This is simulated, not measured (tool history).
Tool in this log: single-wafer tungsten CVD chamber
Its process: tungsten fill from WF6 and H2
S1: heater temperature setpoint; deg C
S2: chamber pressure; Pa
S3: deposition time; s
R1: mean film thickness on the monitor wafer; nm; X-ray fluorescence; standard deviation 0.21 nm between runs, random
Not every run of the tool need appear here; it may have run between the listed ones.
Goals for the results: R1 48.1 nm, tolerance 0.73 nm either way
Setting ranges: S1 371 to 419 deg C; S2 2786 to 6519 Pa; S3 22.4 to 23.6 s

run  hour   S1    S2    S3      R1
  1     0  395  4653  23.6  67.728
  2   3.9  390  4640  23.6  62.436
  3  12.7  386  4626  23.6  58.246
  4    19  383  4613  23.6   55.07
  5  22.6  383  5346  23.6   59.02
  6  30.6  380  5333  23.6  55.995
  7  35.6  378  5333  23.6  53.916
  8  43.7  376  5333  23.6  51.913

Of the 4 settings listed for the next run, only one would bring every result within its allowed miss of target. Which one?
  A  51.8  375  5266  22.4   ?
  B  51.8  380  5400  23.6   ?
  C  51.8  373  5386  23.6   ?
  D  51.8  375  5400    23   ?

move      R1
   A  48.202
   B  56.239
   C  49.534
   D  50.115
A: each result inside its tolerance
B: the biggest miss grows against the last run
C: gains on the last run, yet a result remains outside its allowed miss
D: gains on the last run, yet a result remains outside its allowed miss
Go with A: it meets all targets.
